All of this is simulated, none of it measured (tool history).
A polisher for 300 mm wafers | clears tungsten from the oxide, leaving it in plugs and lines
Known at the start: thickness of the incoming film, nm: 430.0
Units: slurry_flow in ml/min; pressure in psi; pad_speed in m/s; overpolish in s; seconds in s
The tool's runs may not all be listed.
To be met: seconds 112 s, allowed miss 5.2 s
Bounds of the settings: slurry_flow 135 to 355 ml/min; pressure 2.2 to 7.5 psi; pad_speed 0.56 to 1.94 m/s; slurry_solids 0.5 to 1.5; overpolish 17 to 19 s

{"run": 1, "hour": 0.0, "slurry_flow": 225, "pressure": 4.8, "pad_speed": 1.24, "slurry_solids": 1, "overpolish": 17, "seconds": 64.97}
{"run": 2, "hour": 6.4, "slurry_flow": 225, "pressure": 4.3, "pad_speed": 1.24, "slurry_solids": 1, "overpolish": 17, "seconds": 71.998}
{"run": 3, "hour": 15.2, "slurry_flow": 225, "pressure": 3.9, "pad_speed": 1.24, "slurry_solids": 1, "overpolish": 17, "seconds": 80.382}
{"run": 4, "hour": 17.2, "slurry_flow": 225, "pressure": 3.9, "pad_speed": 1.1, "slurry_solids": 1, "overpolish": 17, "seconds": 88.043}
{"run": 5, "hour": 18.0, "slurry_flow": 225, "pressure": 3.9, "pad_speed": 1.1, "slurry_solids": 0.9, "overpolish": 17, "seconds": 91.372}
{"run": 6, "hour": 24.7, "slurry_flow": 225, "pressure": 3.9, "pad_speed": 1.1, "slurry_solids": 0.9, "overpolish": 19, "seconds": 91.124}
{"run": 7, "hour": 33.2, "slurry_flow": 225, "pressure": 3.7, "pad_speed": 1.1, "slurry_solids": 0.9, "overpolish": 19, "seconds": 95.543}
{"run": 8, "hour": 33.8, "slurry_flow": 225, "pressure": 3.6, "pad_speed": 1.1, "slurry_solids": 0.9, "overpolish": 19, "seconds": 97.415}
{"run": 9, "hour": 40.7, "slurry_flow": 225, "pressure": 2.9, "pad_speed": 1.08, "slurry_solids": 0.9, "overpolish": 19, "seconds": 119.77}
{"run": 10, "hour": 42.7, "slurry_flow": 225, "pressure": 3, "pad_speed": 1.08, "slurry_solids": 0.9, "overpolish": 19, "seconds": 119.65}

Which of these 5 next moves meets every target?
{"run": "A", "hour": 44.7, "slurry_flow": 270, "pressure": 2.7, "pad_speed": 1.1, "slurry_solids": 0.95, "overpolish": 17, "seconds": "?"}
{"run": "B", "hour": 44.7, "slurry_flow": 270, "pressure": 3.8, "pad_speed": 0.9, "slurry_solids": 0.8, "overpolish": 17, "seconds": "?"}
{"run": "C", "hour": 44.7, "slurry_flow": 275, "pressure": 2.7, "pad_speed": 1.1, "slurry_solids": 0.85, "overpolish": 19, "seconds": "?"}
{"run": "D", "hour": 44.7, "slurry_flow": 215, "pressure": 2.8, "pad_speed": 1.02, "slurry_solids": 0.9, "overpolish": 19, "seconds": "?"}
{"run": "E", "hour": 44.7, "slurry_flow": 225, "pressure": 2.7, "pad_speed": 1.08, "slurry_solids": 0.95, "overpolish": 19, "seconds": "?"}

move=A seconds=123.21
move=B seconds=109.33
move=C seconds=126.59
move=D seconds=131.55
move=E seconds=127.48
A: further off than the last run
B: meets every target
C: further off than the last run
D: further off than the last run
E: further off than the last run
Answer: B
